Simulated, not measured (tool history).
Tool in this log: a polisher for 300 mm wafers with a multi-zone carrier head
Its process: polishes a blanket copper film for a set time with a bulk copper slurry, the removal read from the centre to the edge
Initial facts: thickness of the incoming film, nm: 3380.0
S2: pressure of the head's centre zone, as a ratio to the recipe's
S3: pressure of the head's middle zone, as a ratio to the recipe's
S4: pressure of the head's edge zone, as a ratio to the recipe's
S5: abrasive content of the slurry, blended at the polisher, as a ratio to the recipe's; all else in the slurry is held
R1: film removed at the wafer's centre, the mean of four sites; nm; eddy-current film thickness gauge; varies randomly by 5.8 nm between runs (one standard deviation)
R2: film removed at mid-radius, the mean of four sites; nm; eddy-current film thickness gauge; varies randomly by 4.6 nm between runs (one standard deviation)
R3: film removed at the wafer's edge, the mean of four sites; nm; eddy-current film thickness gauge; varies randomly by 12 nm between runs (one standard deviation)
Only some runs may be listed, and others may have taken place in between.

{"run": 1, "day": 0.0, "flow of slurry (ml/min)": 230, "S2": 1, "S3": 1, "S4": 1, "S5": 1, "polishing time (s)": 73, "R1": 713.15, "R2": 775.4, "R3": 788.99}
{"run": 2, "day": 0.15, "flow of slurry (ml/min)": 230, "S2": 1, "S3": 0.92, "S4": 1, "S5": 1, "polishing time (s)": 73, "R1": 710.11, "R2": 725.6, "R3": 769.83}
{"run": 3, "day": 0.417, "flow of slurry (ml/min)": 235, "S2": 1.01, "S3": 0.91, "S4": 1.02, "S5": 1, "polishing time (s)": 73, "R1": 712.7, "R2": 719.49, "R3": 808.33}
{"run": 4, "day": 0.758, "flow of slurry (ml/min)": 240, "S2": 1.02, "S3": 0.9, "S4": 1.02, "S5": 1, "polishing time (s)": 73, "R1": 717.07, "R2": 730.3, "R3": 786.02}
{"run": 5, "day": 1.088, "flow of slurry (ml/min)": 230, "S2": 1.04, "S3": 0.89, "S4": 1.04, "S5": 1, "polishing time (s)": 73, "R1": 729.46, "R2": 711.32, "R3": 796.56}
{"day": 1.125, "done": "centre zone pressure recalibrated"}
{"run": 6, "day": 1.125, "flow of slurry (ml/min)": 230, "S2": 1.04, "S3": 0.89, "S4": 1.01, "S5": 1, "polishing time (s)": 73, "R1": 819.17, "R2": 705.86, "R3": 777.46}

Forecast run 7:
{"run": 7, "day": 1.254, "flow of slurry (ml/min)": 225, "S2": 1.04, "S3": 0.88, "S4": 1.02, "S5": 1.05, "polishing time (s)": 73, "R1": "?", "R2": "?", "R3": "?"}

{"run 7": {"R1": 823.93, "R2": 713.25, "R3": 802.05}}
